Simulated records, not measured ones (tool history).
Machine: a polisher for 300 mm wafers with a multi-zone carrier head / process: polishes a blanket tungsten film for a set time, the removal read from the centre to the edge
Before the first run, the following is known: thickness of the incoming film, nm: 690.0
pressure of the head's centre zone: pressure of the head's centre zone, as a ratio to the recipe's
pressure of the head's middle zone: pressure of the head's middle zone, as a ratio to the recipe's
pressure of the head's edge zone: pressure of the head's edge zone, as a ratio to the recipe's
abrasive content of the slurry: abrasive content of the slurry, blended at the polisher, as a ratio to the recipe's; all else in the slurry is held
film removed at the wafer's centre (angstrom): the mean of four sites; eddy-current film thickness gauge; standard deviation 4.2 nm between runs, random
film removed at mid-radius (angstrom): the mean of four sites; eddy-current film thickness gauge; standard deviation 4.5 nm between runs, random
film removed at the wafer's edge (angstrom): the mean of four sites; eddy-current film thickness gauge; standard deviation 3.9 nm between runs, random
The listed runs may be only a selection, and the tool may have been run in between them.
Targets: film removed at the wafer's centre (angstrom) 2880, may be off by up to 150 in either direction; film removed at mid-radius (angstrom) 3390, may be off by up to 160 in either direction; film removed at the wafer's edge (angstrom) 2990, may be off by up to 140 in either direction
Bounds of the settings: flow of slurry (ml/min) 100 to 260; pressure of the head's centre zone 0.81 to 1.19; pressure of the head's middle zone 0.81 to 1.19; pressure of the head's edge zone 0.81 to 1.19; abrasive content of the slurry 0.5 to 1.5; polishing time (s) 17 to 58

run  hour  flow of slurry (ml/min)  pressure of the head's centre zone  pressure of the head's middle zone  pressure of the head's edge zone  abrasive content of the slurry  polishing time (s)  film removed at the wafer's centre (angstrom)  film removed at mid-radius (angstrom)  film removed at the wafer's edge (angstrom)
  1     0                      165                                   1                                   1                                 1                               1                  37                                         2149.8                                 2136.1                                       2153.6
  2     1                      165                                   1                                0.97                                 1                               1                  37                                         2158.2                                 2100.7                                       2137.2
  3   9.9                      170                                   1                                0.99                                 1                            1.05                  38                                         2189.6                                 2203.5                                       2166.4
  4  14.1                      170                                1.06                                0.99                                 1                            1.05                  38                                         2395.3                                 2252.2                                         2227
  5  20.4                      170                                1.06                                0.99                                 1                             0.9                  38                                         2348.1                                 2164.7                                       2172.7
  6  26.2                      150                                1.06                                0.99                                 1                             0.9                  38                                         2232.1                                 2149.6                                       2143.1
  7  27.6                      145                                1.06                                   1                              1.01                            0.95                  39                                         2310.7                                 2231.1                                         2183
  8  35.4                      150                                1.05                                1.01                              1.02                               1                  40                                         2374.7                                 2324.2                                       2278.7
  9  40.9                      150                                1.04                                1.02                              1.02                            1.05                  41                                         2461.8                                 2358.9                                         2373
 10  46.4                      150                                1.02                                1.04                                 1                            1.05                  42                                         2413.6                                 2513.7                                       2410.6
 11  48.8                      155                                1.02                                1.05                                 1                             1.1                  43                                         2521.6                                 2579.4                                       2526.5
 12  53.7                      155                                1.02                                1.06                              0.99                             1.1                  44                                         2540.7                                 2716.7                                       2513.8
 13  57.8                      160                                1.02                                1.07                              0.99                            1.15                  44                                         2634.7                                 2772.8                                       2539.6

Exactly one of the 5 candidate moves below puts every result within its allowed miss. Which one?
  A  61.9                      115                                0.97                                1.13                              0.98                            1.45                  52                                              ?                                      ?                                            ?
  B  61.9                      140                                0.85                                1.16                              1.02                            1.05                  52                                              ?                                      ?                                            ?
  C  61.9                      145                                0.81                                1.19                              0.99                             1.2                  56                                              ?                                      ?                                            ?
  D  61.9                      145                                 0.9                                1.16                              1.01                            1.15                  51                                              ?                                      ?                                            ?
  E  61.9                      155                                0.81                                1.14                              1.09                             0.9                  58                                              ?                                      ?                                            ?

move  film removed at the wafer's centre (angstrom)  film removed at mid-radius (angstrom)  film removed at the wafer's edge (angstrom)
   A                                         2880.1                                 3327.1                                       2971.2
   B                                           2480                                 3335.4                                         2941
   C                                         2610.6                                   3766                                         3195
   D                                         2626.5                                 3331.5                                       2920.2
   E                                         2620.4                                 3638.9                                       3353.1
A: all results in spec
B: the worst result of the last run now meets its target, but another is out of spec
C: takes the biggest miss from the last run beyond its target
D: the worst result of the last run now meets its target, but another is out of spec
E: takes the biggest miss from the last run beyond its target
A is the move that brings every result within its allowed miss.
